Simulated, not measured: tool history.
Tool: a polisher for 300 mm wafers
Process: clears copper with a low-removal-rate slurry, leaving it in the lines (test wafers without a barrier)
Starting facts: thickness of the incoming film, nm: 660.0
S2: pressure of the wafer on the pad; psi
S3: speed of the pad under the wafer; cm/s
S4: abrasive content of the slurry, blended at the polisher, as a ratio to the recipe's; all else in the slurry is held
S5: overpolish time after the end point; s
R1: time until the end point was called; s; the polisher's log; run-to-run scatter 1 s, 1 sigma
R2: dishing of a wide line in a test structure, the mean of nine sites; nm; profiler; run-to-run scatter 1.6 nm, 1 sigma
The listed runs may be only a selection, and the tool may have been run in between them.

run 1 day=0.000 | flow_of_slurry_(ml/min)=285 S2=4.0 S3=142 S4=1.0 S5=13 | R1=116.30 R2=51.257
run 2 day=0.271 | flow_of_slurry_(ml/min)=285 S2=4.0 S3=142 S4=1.0 S5=16 | R1=116.43 R2=60.798
run 3 day=0.567 | flow_of_slurry_(ml/min)=285 S2=4.1 S3=142 S4=1.0 S5=16 | R1=115.56 R2=61.059
run 4 day=0.642 | flow_of_slurry_(ml/min)=285 S2=4.1 S3=122 S4=1.0 S5=16 | R1=129.89 R2=56.604
run 5 day=0.862 | flow_of_slurry_(ml/min)=285 S2=4.3 S3=122 S4=1.0 S5=16 | R1=123.71 R2=57.995
run 6 day=1.233 | flow_of_slurry_(ml/min)=285 S2=4.5 S3=122 S4=1.0 S5=17 | R1=119.86 R2=64.560
run 7 day=1.458 | flow_of_slurry_(ml/min)=285 S2=4.7 S3=122 S4=1.0 S5=17 | R1=114.98 R2=64.076

What will run 8 give?
run 8 day=1.517 | flow_of_slurry_(ml/min)=285 S2=4.8 S3=122 S4=1.0 S5=18 | R1=? R2=?

{"run 8": {"R1": 110.4, "R2": 69.922}}
